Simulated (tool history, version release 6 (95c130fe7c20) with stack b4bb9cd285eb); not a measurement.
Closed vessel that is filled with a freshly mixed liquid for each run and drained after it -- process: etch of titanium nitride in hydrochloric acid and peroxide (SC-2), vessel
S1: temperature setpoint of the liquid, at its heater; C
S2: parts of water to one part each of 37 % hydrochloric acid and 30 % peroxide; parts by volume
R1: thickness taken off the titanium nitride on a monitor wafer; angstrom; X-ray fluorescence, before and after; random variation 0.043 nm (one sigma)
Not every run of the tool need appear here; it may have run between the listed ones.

{"run": 1, "hour": 0.0, "S1": 60.0, "S2": 9, "time in the liquid (s)": 195, "R1": 90.901}
{"run": 2, "hour": 5.1, "S1": 60.0, "S2": 9, "time in the liquid (s)": 205, "R1": 95.598}
{"run": 3, "hour": 9.0, "S1": 60.0, "S2": 9, "time in the liquid (s)": 195, "R1": 91.176}
{"run": 4, "hour": 15.7, "S1": 59.5, "S2": 9, "time in the liquid (s)": 195, "R1": 88.05}
{"run": 5, "hour": 20.0, "S1": 59.5, "S2": 6, "time in the liquid (s)": 195, "R1": 121.92}
{"run": 6, "hour": 27.8, "S1": 58.0, "S2": 6, "time in the liquid (s)": 195, "R1": 111.73}

Predict the results of run 7:
{"run": 7, "hour": 31.8, "S1": 58.0, "S2": 6, "time in the liquid (s)": 195, "R1": "?"}

{"run 7": {"R1": 110.76}}
